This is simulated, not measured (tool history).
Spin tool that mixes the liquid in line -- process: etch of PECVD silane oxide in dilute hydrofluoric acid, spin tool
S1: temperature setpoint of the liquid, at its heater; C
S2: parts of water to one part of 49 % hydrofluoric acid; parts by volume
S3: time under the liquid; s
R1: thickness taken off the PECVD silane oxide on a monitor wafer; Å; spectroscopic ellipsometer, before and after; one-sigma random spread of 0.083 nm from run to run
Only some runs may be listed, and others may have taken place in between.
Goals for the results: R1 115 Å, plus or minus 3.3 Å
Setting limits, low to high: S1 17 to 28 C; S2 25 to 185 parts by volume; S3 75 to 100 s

Run 1, day 0: S1 20 C, S2 105 parts by volume, S3 100 s. Result: R1 134.58 Å.
Run 2, day 0.183: S1 19.5 C, S2 105 parts by volume, S3 100 s. Result: R1 131.09 Å.
Run 3, day 0.317: S1 17.5 C, S2 105 parts by volume, S3 100 s. Result: R1 121.22 Å.
Run 4, day 0.467: S1 17.5 C, S2 105 parts by volume, S3 100 s. Result: R1 120.42 Å.
Run 5, day 0.708: S1 17 C, S2 105 parts by volume, S3 100 s. Result: R1 120.74 Å.
Run 6, day 0.821: S1 17 C, S2 85 parts by volume, S3 100 s. Result: R1 149 Å.
Run 7, day 0.95: S1 17 C, S2 90 parts by volume, S3 100 s. Result: R1 140.83 Å.
Run 8, day 1.296: S1 17 C, S2 100 parts by volume, S3 100 s. Result: R1 124.35 Å.
Run 9, day 1.629: S1 17 C, S2 105 parts by volume, S3 100 s. Result: R1 118.52 Å.

Of the 4 settings listed for the next run, only one would bring every result within its allowed miss of target. Which one?
Run A, day 1.962: S1 17 C, S2 90 parts by volume, S3 90 s. Result: R1 ?.
Run B, day 1.962: S1 17.5 C, S2 105 parts by volume, S3 95 s. Result: R1 ?.
Run C, day 1.962: S1 19 C, S2 110 parts by volume, S3 100 s. Result: R1 ?.
Run D, day 1.962: S1 17.5 C, S2 95 parts by volume, S3 90 s. Result: R1 ?.

move      R1
   A  126.24
   B  114.83
   C  122.15
   D  121.51
A: further off than the last run
B: hits every target within its allowed miss
C: further off than the last run
D: further off than the last run
B is the move that brings every result within its allowed miss.
